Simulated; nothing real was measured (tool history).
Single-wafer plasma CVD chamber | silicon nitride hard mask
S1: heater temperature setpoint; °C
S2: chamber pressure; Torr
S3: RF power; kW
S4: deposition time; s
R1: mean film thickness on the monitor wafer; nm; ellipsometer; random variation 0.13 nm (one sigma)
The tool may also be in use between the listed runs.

run    day   S1    S2     S3    S4      R1
  1  0.000  385  1.93  0.370  31.7  44.367
  2  0.046  385  1.93  0.395  31.7  46.250
  3  0.171  385  1.99  0.400  31.7  47.063
  4  0.462  385  1.99  0.400  30.0  44.178
  5  0.492  385  2.03  0.410  30.1  45.382
     0.738  -- RF generator calibrated
  6  0.738  385  2.07  0.420  30.2  48.119
  7  0.767  385  2.12  0.420  30.2  48.472
  8  1.038  385  2.12  0.420  30.2  48.202
  9  1.221  385  2.17  0.420  30.2  48.537
 10  1.404  385  2.17  0.420  30.2  48.477
 11  1.733  385  2.22  0.420  30.2  48.883
 12  1.817  385  2.26  0.420  30.2  48.851
 13  2.054  385  2.29  0.425  30.2  49.510
 14  2.271  385  2.32  0.430  30.2  49.976
 15  2.467  385  2.34  0.435  30.2  50.185
 16  2.571  385  2.36  0.440  30.2  50.650

Run 17 comes next. What will it give?
 17  2.800  385  2.36  0.440  30.2   ?

Run 17 gave R1 50.684 nm.

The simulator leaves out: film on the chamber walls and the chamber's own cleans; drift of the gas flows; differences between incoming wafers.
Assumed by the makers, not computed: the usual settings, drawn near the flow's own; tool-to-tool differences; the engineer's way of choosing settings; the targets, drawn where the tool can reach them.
